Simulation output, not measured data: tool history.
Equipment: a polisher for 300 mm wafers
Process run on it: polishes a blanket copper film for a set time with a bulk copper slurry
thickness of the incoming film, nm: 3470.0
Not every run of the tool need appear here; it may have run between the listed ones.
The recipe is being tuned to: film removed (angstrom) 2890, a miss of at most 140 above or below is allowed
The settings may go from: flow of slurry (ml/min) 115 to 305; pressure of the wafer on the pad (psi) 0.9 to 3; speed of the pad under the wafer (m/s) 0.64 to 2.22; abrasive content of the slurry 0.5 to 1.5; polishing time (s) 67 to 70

run	hour	flow of slurry (ml/min)	pressure of the wafer on the pad (psi)	speed of the pad under the wafer (m/s)	abrasive content of the slurry	polishing time (s)	film removed (angstrom)
1	0	195	1.9	1.42	1	67	6358.2
2	7.5	240	1.9	1.42	1	67	6489.9
3	13.5	240	1.9	1.7	1	67	7939.1
4	20.6	240	1.9	2.04	1	67	9396.6
5	24.2	235	1.7	1.82	0.95	67	7710.9
6	28.2	235	1.7	1.82	0.75	67	7484.4
7	35.1	230	1.5	1.64	0.75	67	6305
8	36.1	215	0.9	1.24	0.6	67	3664.6
9	42	215	0.9	1.16	0.6	67	3478.3
10	46.3	215	0.9	1.1	0.6	67	3215.6
11	54	215	0.9	1.08	0.6	67	3189.9
12	55.2	215	0.9	1.06	0.6	67	3145.9
13	59	215	0.9	1.04	0.6	67	3135.8

5 next moves are on the table. One of them brings every result within its allowed miss. Which?
A	62.8	230	0.9	1.06	0.6	69	?
B	62.8	250	0.9	1.08	0.5	67	?
C	62.8	260	1.1	0.86	0.5	69	?
D	62.8	215	0.9	0.98	0.9	70	?
E	62.8	265	1.2	0.98	0.6	67	?

move	film removed (angstrom)
A	3292.8
B	3232.3
C	2937.1
D	3211.8
E	3431.6
A: further off than the last run
B: further off than the last run
C: in spec on every target
D: further off than the last run
E: further off than the last run
Correct choice: C, which meets every target

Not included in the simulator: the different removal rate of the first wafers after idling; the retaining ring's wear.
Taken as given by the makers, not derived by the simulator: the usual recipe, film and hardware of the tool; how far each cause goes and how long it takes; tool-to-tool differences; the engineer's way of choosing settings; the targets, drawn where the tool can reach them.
